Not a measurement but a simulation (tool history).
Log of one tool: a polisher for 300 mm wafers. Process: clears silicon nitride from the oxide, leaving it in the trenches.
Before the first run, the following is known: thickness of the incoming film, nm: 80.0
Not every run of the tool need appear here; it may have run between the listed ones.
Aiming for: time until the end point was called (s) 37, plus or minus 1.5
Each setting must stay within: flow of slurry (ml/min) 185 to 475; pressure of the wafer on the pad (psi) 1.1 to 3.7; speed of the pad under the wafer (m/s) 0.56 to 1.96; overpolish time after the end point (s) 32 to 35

run	hour	flow of slurry (ml/min)	pressure of the wafer on the pad (psi)	speed of the pad under the wafer (m/s)	overpolish time after the end point (s)	time until the end point was called (s)
1	0	305	2.4	1.26	32	63.88
2	1.9	305	2.5	1.26	32	62.057
3	9.6	305	2.5	1.52	32	51.58
4	12.8	305	2.6	1.52	32	50.705
5	21.5	305	2.7	1.52	32	49.942
6	22.1	305	2.7	1.52	35	48.58
7	26.6	305	2.8	1.52	35	47.299
8	29.7	305	2.9	1.52	35	46.054
9	37.6	305	3	1.52	35	44.264
10	41.5	305	3.1	1.52	35	42.708
11	44.1	305	3.3	1.54	35	39.846

Which single option among these 4 for the next run brings every result within its allowed miss of target? Just one does.
A	46.7	345	3	1.6	32	?
B	46.7	315	3.5	1.3	34	?
C	46.7	260	3	1.7	33	?
D	46.7	280	3.4	1.66	32	?

move	time until the end point was called (s)
A	41.272
B	42.726
C	40.122
D	35.994
A: misses by more than the last run did
B: misses by more than the last run did
C: misses by more than the last run did
D: all results in spec
Correct choice: D, which meets every target

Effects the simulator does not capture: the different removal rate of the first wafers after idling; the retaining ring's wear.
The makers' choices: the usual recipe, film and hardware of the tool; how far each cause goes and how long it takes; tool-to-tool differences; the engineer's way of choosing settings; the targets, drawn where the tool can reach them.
